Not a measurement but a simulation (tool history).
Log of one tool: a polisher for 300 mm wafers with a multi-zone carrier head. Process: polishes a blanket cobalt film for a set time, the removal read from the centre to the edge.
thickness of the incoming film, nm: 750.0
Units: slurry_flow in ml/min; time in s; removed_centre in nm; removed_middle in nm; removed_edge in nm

run 1 hour=0.0 | slurry_flow=230 centre_zone=1.00 middle_zone=1.00 edge_zone=1.00 time=62 | removed_centre=258.57 removed_middle=266.26 removed_edge=262.78
run 2 hour=6.8 | slurry_flow=200 centre_zone=1.00 middle_zone=1.00 edge_zone=1.00 time=62 | removed_centre=247.16 removed_middle=264.52 removed_edge=260.80
run 3 hour=11.8 | slurry_flow=160 centre_zone=1.00 middle_zone=1.00 edge_zone=1.00 time=62 | removed_centre=238.00 removed_middle=250.30 removed_edge=253.62
run 4 hour=12.6 | slurry_flow=165 centre_zone=0.98 middle_zone=1.02 edge_zone=0.98 time=59 | removed_centre=227.57 removed_middle=244.03 removed_edge=238.59
run 5 hour=14.1 | slurry_flow=165 centre_zone=0.98 middle_zone=1.02 edge_zone=0.98 time=48 | removed_centre=185.67 removed_middle=195.99 removed_edge=194.18
run 6 hour=16.2 | slurry_flow=165 centre_zone=0.96 middle_zone=1.04 edge_zone=0.97 time=48 | removed_centre=186.41 removed_middle=201.63 removed_edge=196.18
run 7 hour=23.6 | slurry_flow=165 centre_zone=0.94 middle_zone=1.06 edge_zone=0.96 time=48 | removed_centre=181.05 removed_middle=202.76 removed_edge=195.22
run 8 hour=30.1 | slurry_flow=165 centre_zone=0.93 middle_zone=1.08 edge_zone=0.95 time=48 | removed_centre=180.64 removed_middle=208.67 removed_edge=192.97

Forecast run 9:
run 9 hour=38.5 | slurry_flow=165 centre_zone=0.92 middle_zone=1.09 edge_zone=0.94 time=48 | removed_centre=? removed_middle=? removed_edge=?

removed_centre: 179.72 nm
removed_middle: 207.51 nm
removed_edge: 193.84 nm

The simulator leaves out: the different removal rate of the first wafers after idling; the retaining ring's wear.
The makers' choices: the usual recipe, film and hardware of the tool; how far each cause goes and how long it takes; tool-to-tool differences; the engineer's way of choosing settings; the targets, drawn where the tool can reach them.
